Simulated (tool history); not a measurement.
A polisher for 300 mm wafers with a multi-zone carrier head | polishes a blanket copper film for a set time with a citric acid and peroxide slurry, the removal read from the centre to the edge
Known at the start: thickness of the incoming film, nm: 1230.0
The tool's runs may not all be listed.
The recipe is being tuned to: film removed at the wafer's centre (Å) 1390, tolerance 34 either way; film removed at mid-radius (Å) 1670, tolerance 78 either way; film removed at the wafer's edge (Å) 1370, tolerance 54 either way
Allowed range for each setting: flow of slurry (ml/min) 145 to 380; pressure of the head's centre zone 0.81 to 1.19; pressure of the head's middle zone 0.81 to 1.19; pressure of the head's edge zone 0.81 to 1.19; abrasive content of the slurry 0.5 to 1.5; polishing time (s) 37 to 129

run,hour,flow of slurry (ml/min),pressure of the head's centre zone,pressure of the head's middle zone,pressure of the head's edge zone,abrasive content of the slurry,polishing time (s),film removed at the wafer's centre (Å),film removed at mid-radius (Å),film removed at the wafer's edge (Å)
1,0,245,1,1,1,1,83,1613.3,1562.9,1603.2
2,1.7,245,1,1,1,0.85,83,1543.2,1506.3,1542.1
3,6.4,245,1,0.91,1,0.85,83,1561.7,1351.3,1497.7
4,7.1,245,0.99,0.96,0.96,0.8,83,1525,1422.1,1442.5
5,11.5,245,0.95,0.96,0.96,0.8,83,1451.1,1434.2,1466.8
6,14.2,245,0.95,0.96,0.96,0.9,83,1515.2,1473,1527.3
7,21,240,0.94,0.99,0.93,0.85,83,1488.4,1469.8,1475.1
8,25.8,220,0.85,1.09,0.83,0.9,82,1307.1,1616.2,1377.5

Pick the move, out of 5, that brings all results within their allowed miss; only one does.
A,30.6,305,0.82,1.11,0.85,1.15,74,?,?,?
B,30.6,205,0.81,0.98,0.96,0.95,82,?,?,?
C,30.6,215,0.9,1.13,0.81,0.85,84,?,?,?
D,30.6,225,0.87,1.12,0.82,0.8,92,?,?,?
E,30.6,255,0.84,1.06,0.86,0.95,85,?,?,?

move,film removed at the wafer's centre (Å),film removed at mid-radius (Å),film removed at the wafer's edge (Å)
A,1269.4,1627.5,1388.1
B,1250.9,1470.4,1493.1
C,1399.3,1665.8,1385.5
D,1469.8,1795.7,1510.2
E,1393.1,1679.9,1506.3
A: lands further from the targets than the last run did
B: lands further from the targets than the last run did
C: meets every target
D: moves the result that the last run missed by most past its target, out the other side
E: the furthest-off result lands on target, but another misses its tolerance
Go with C: it meets all targets.
